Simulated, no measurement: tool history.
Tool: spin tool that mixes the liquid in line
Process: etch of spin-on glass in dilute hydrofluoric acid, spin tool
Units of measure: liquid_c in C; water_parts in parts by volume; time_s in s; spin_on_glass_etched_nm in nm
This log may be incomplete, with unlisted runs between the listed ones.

{"run": 1, "hour": 0.0, "liquid_c": 25.0, "water_parts": 290, "time_s": 310, "spin_on_glass_etched_nm": 21.99}
{"run": 2, "hour": 6.6, "liquid_c": 25.0, "water_parts": 365, "time_s": 310, "spin_on_glass_etched_nm": 16.243}
{"run": 3, "hour": 14.7, "liquid_c": 25.0, "water_parts": 365, "time_s": 330, "spin_on_glass_etched_nm": 17.245}
{"run": 4, "hour": 17.8, "liquid_c": 25.5, "water_parts": 365, "time_s": 330, "spin_on_glass_etched_nm": 17.373}
{"run": 5, "hour": 19.3, "liquid_c": 25.5, "water_parts": 410, "time_s": 330, "spin_on_glass_etched_nm": 14.946}
{"run": 6, "hour": 27.7, "liquid_c": 25.5, "water_parts": 310, "time_s": 330, "spin_on_glass_etched_nm": 21.833}

Run 7 has not been measured yet. What should we expect?
{"run": 7, "hour": 34.6, "liquid_c": 25.0, "water_parts": 310, "time_s": 330, "spin_on_glass_etched_nm": "?"}

Run 7 yielded spin_on_glass_etched_nm 21.430 nm.
